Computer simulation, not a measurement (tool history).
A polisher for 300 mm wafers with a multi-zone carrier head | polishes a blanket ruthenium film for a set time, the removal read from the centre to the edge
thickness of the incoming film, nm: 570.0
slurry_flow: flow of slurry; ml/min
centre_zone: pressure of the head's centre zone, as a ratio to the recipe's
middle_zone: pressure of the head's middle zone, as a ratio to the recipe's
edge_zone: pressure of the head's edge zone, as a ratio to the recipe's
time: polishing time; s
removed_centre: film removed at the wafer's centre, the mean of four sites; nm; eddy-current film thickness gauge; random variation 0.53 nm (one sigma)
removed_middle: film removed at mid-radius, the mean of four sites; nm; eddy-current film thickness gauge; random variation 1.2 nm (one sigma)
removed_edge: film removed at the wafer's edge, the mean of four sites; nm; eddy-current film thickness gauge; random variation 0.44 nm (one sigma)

Run 1, hour 0.0: slurry_flow 235 ml/min, centre_zone 1.00, middle_zone 1.00, edge_zone 1.00, time 54 s. Result: removed_centre 61.550 nm, removed_middle 59.227 nm, removed_edge 63.151 nm.
Run 2, hour 4.2: slurry_flow 265 ml/min, centre_zone 1.00, middle_zone 1.00, edge_zone 1.00, time 54 s. Result: removed_centre 62.521 nm, removed_middle 59.905 nm, removed_edge 63.628 nm.
Run 3, hour 4.8: slurry_flow 270 ml/min, centre_zone 0.98, middle_zone 1.03, edge_zone 1.01, time 55 s. Result: removed_centre 61.366 nm, removed_middle 63.443 nm, removed_edge 65.435 nm.
Run 4, hour 6.3: slurry_flow 275 ml/min, centre_zone 0.98, middle_zone 1.05, edge_zone 1.02, time 55 s. Result: removed_centre 62.118 nm, removed_middle 64.945 nm, removed_edge 65.363 nm.
Run 5, hour 9.6: slurry_flow 220 ml/min, centre_zone 0.98, middle_zone 1.05, edge_zone 1.02, time 55 s. Result: removed_centre 59.264 nm, removed_middle 64.085 nm, removed_edge 63.681 nm.
Run 6, hour 14.5: slurry_flow 220 ml/min, centre_zone 0.98, middle_zone 0.98, edge_zone 1.02, time 55 s. Result: removed_centre 59.858 nm, removed_middle 60.437 nm, removed_edge 63.973 nm.
Run 7, hour 18.9: slurry_flow 225 ml/min, centre_zone 0.97, middle_zone 1.01, edge_zone 1.04, time 55 s. Result: removed_centre 59.501 nm, removed_middle 62.288 nm, removed_edge 64.285 nm.
Run 8, hour 20.9: slurry_flow 230 ml/min, centre_zone 0.96, middle_zone 1.03, edge_zone 1.06, time 56 s. Result: removed_centre 60.805 nm, removed_middle 63.628 nm, removed_edge 67.306 nm.

The next listed run, before its measurement:
Run 9, hour 28.4: slurry_flow 230 ml/min, centre_zone 0.95, middle_zone 1.05, edge_zone 1.06, time 57 s. Result: removed_centre ?, removed_middle ?, removed_edge ?.

Run 9 gave removed_centre 60.676 nm, removed_middle 66.534 nm, removed_edge 67.373 nm.

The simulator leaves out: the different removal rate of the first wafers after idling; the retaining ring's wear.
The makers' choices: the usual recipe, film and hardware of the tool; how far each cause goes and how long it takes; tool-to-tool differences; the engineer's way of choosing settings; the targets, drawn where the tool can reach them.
